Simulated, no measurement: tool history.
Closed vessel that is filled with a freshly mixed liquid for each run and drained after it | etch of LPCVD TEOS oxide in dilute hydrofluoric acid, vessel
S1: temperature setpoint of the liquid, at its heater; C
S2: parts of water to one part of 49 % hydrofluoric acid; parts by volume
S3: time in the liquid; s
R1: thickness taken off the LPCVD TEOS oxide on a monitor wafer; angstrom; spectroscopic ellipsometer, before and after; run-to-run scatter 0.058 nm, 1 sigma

Run 1, hour 0.0: S1 25.0 C, S2 180 parts by volume, S3 170 s. Result: R1 161.72 angstrom.
Run 2, hour 5.3: S1 25.0 C, S2 180 parts by volume, S3 125 s. Result: R1 118.90 angstrom.
Run 3, hour 7.0: S1 27.5 C, S2 175 parts by volume, S3 125 s. Result: R1 134.70 angstrom.
Run 4, hour 11.9: S1 27.5 C, S2 175 parts by volume, S3 125 s. Result: R1 135.12 angstrom.
Run 5, hour 14.3: S1 28.5 C, S2 165 parts by volume, S3 125 s. Result: R1 150.27 angstrom.
Run 6, hour 22.4: S1 28.5 C, S2 195 parts by volume, S3 125 s. Result: R1 122.48 angstrom.
Run 7, hour 27.3: S1 29.5 C, S2 180 parts by volume, S3 125 s. Result: R1 139.88 angstrom.
Run 8, hour 29.9: S1 30.5 C, S2 170 parts by volume, S3 125 s. Result: R1 156.19 angstrom.
Run 9, hour 34.8: S1 31.5 C, S2 165 parts by volume, S3 125 s. Result: R1 166.81 angstrom.
Run 10, hour 44.2: S1 32.0 C, S2 165 parts by volume, S3 125 s. Result: R1 170.40 angstrom.

Forecast run 11:
Run 11, hour 49.4: S1 32.0 C, S2 165 parts by volume, S3 125 s. Result: R1 ?.

{"run 11": {"R1": 170.78}}
